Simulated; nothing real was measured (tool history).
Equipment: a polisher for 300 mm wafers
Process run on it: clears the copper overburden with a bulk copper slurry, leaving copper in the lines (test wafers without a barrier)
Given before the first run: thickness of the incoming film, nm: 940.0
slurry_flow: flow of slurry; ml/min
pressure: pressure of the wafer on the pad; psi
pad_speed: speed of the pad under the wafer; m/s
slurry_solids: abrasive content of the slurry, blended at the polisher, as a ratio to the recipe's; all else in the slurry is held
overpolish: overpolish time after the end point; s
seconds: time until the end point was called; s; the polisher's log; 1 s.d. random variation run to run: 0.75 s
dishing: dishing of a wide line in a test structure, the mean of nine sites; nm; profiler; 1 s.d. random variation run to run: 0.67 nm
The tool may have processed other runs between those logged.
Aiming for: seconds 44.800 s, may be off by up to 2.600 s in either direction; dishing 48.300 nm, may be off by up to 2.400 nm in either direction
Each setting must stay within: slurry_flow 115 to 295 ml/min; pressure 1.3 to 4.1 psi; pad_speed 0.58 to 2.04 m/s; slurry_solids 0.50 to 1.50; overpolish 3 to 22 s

run,hour,slurry_flow,pressure,pad_speed,slurry_solids,overpolish,seconds,dishing
1,0.0,190,2.7,1.30,1.00,11,87.299,41.319
2,7.3,190,2.8,1.32,1.00,11,83.843,42.911
3,9.2,190,2.9,1.34,1.00,10,80.134,42.674
4,16.1,190,2.9,1.34,0.90,10,83.144,41.894
5,22.2,190,3.0,1.38,0.90,10,78.129,43.134
# hour 29.6: slurry nozzle cleaned
6,29.6,190,3.1,1.40,0.90,9,72.658,41.867
7,37.7,190,3.2,1.42,0.90,9,69.375,44.118
8,46.0,190,3.3,1.44,0.90,9,66.140,43.852
9,53.6,190,3.4,1.46,0.90,9,62.502,43.106
10,60.0,195,4.1,1.58,0.90,11,48.833,48.510

Which of these 4 next moves meets every target?
A,66.4,295,4.1,1.52,0.70,12,?,?
B,66.4,210,4.1,1.50,0.80,10,?,?
C,66.4,210,4.1,1.52,0.85,10,?,?
D,66.4,195,4.1,1.64,0.95,11,?,?

move,seconds,dishing
A,51.475,47.698
B,52.144,46.767
C,50.692,46.932
D,46.169,47.774
A: moves away from the targets compared with the last run
B: moves away from the targets compared with the last run
C: moves away from the targets compared with the last run
D: meets every target
So the answer is move D, the one that meets all the targets.

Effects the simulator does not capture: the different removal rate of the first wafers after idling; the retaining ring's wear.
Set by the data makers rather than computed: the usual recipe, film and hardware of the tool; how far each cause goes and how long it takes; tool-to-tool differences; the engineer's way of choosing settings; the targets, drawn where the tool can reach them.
